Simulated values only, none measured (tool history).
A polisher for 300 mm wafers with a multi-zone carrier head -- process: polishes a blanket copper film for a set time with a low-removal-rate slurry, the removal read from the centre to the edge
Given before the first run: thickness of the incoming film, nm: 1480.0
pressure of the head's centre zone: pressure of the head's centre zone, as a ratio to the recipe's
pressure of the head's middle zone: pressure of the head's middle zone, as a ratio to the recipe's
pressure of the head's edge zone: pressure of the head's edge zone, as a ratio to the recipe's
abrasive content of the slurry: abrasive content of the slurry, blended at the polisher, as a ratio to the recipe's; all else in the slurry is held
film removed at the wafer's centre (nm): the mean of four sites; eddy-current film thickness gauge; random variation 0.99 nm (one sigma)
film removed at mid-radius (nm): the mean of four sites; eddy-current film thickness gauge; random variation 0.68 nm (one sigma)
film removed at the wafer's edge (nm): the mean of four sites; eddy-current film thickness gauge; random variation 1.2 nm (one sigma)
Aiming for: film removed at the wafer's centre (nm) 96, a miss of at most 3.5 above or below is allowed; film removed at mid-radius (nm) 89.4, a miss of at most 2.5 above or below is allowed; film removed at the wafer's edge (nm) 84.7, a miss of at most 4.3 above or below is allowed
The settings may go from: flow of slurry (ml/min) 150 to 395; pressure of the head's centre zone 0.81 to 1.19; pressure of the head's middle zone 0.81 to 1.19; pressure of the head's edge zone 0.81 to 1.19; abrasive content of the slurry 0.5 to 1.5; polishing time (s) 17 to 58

| run | hour | flow of slurry (ml/min) | pressure of the head's centre zone | pressure of the head's middle zone | pressure of the head's edge zone | abrasive content of the slurry | polishing time (s) | film removed at the wafer's centre (nm) | film removed at mid-radius (nm) | film removed at the wafer's edge (nm) |
|---|---|---|---|---|---|---|---|---|---|---|
| 1 | 0 | 250 | 1 | 1 | 1 | 1 | 37 | 137.19 | 135.48 | 133.72 |
| 2 | 6 | 310 | 1 | 1 | 1 | 1 | 37 | 138.97 | 138.28 | 136.84 |
| 3 | 9.8 | 305 | 1 | 0.99 | 0.98 | 0.95 | 36 | 131.44 | 131.19 | 129.21 |
| 4 | 15 | 300 | 1.01 | 0.98 | 0.96 | 0.9 | 35 | 131.39 | 128.57 | 126.98 |
| 5 | 16.5 | 345 | 1.01 | 0.98 | 0.96 | 0.9 | 35 | 131.7 | 128.64 | 125.43 |
| 6 | 20.1 | 345 | 1.01 | 0.98 | 0.91 | 0.9 | 35 | 130.21 | 127.67 | 123.02 |
| 7 | 22.7 | 325 | 1.06 | 0.96 | 0.81 | 0.65 | 25 | 92.599 | 84.537 | 79.376 |
| 8 | 26.9 | 330 | 1.06 | 0.96 | 0.82 | 0.65 | 25 | 91.267 | 86.16 | 78.252 |
| 9 | 30.9 | 330 | 1.06 | 0.96 | 0.83 | 0.65 | 25 | 92.4 | 84.867 | 80.443 |
| 10 | 34.9 | 330 | 1.06 | 0.96 | 0.84 | 0.65 | 25 | 92.949 | 85.619 | 82.737 |
| 11 | 42.7 | 330 | 1.06 | 0.96 | 0.84 | 0.65 | 25 | 94.318 | 85.112 | 80.554 |

4 candidate next runs follow, results not yet known. Just one meets every target within its allowed miss. Identify it.
| A | 50.5 | 250 | 1.04 | 0.94 | 0.81 | 0.6 | 28 | ? | ? | ? |
| B | 50.5 | 350 | 1.19 | 1.13 | 0.81 | 0.65 | 23 | ? | ? | ? |
| C | 50.5 | 380 | 1.12 | 1.01 | 0.83 | 0.5 | 24 | ? | ? | ? |
| D | 50.5 | 250 | 1.1 | 0.97 | 0.88 | 0.75 | 24 | ? | ? | ? |

| move | film removed at the wafer's centre (nm) | film removed at mid-radius (nm) | film removed at the wafer's edge (nm) |
|---|---|---|---|
| A | 97.03 | 89.718 | 85.426 |
| B | 95.36 | 89.043 | 72.841 |
| C | 91.049 | 82.512 | 74.414 |
| D | 90.772 | 81.512 | 78.637 |
A: each result inside its tolerance
B: brings the result that was furthest off to its target, and leaves another outside
C: further off than the last run
D: further off than the last run
A meets every target.
